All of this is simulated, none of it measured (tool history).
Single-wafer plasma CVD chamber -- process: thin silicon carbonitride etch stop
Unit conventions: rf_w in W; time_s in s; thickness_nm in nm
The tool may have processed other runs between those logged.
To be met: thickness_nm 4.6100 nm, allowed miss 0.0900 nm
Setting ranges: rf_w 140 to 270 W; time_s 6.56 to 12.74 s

run  hour  rf_w  time_s  thickness_nm
  1   0.0   205    9.65        5.4202
  2   7.7   190    9.65        5.2975
  3  14.8   185    9.53        5.1594
  4  23.6   180    9.46        5.0529
  5  24.6   175    9.42        4.9646
  6  29.5   185    9.42        5.1279
  7  34.8   180    9.37        4.9808
  8  35.3   175    9.35        4.9280
  9  38.3   170    9.33        4.8765
 10  42.8   165    9.32        4.7845
 11  50.3   165    9.31        4.7546
 12  59.3   165    9.30        4.7712
 13  64.4   165    9.29        4.7373
 14  73.2   160    9.27        4.7745
 15  78.2   160    9.26        4.7028

5 next moves are on the table. One of them brings every result within its allowed miss. Which?
  A  83.2   140    9.68             ?
  B  83.2   195    8.80             ?
  C  83.2   150    9.81             ?
  D  83.2   160    9.70             ?
  E  83.2   140   10.06             ?

move  thickness_nm
   A        4.6378
   B        4.8769
   C        4.8542
   D        4.9417
   E        4.8198
A: all results land within tolerance of their targets
B: lands further from the targets than the last run did
C: lands further from the targets than the last run did
D: lands further from the targets than the last run did
E: lands further from the targets than the last run did
Correct choice: A, which meets every target
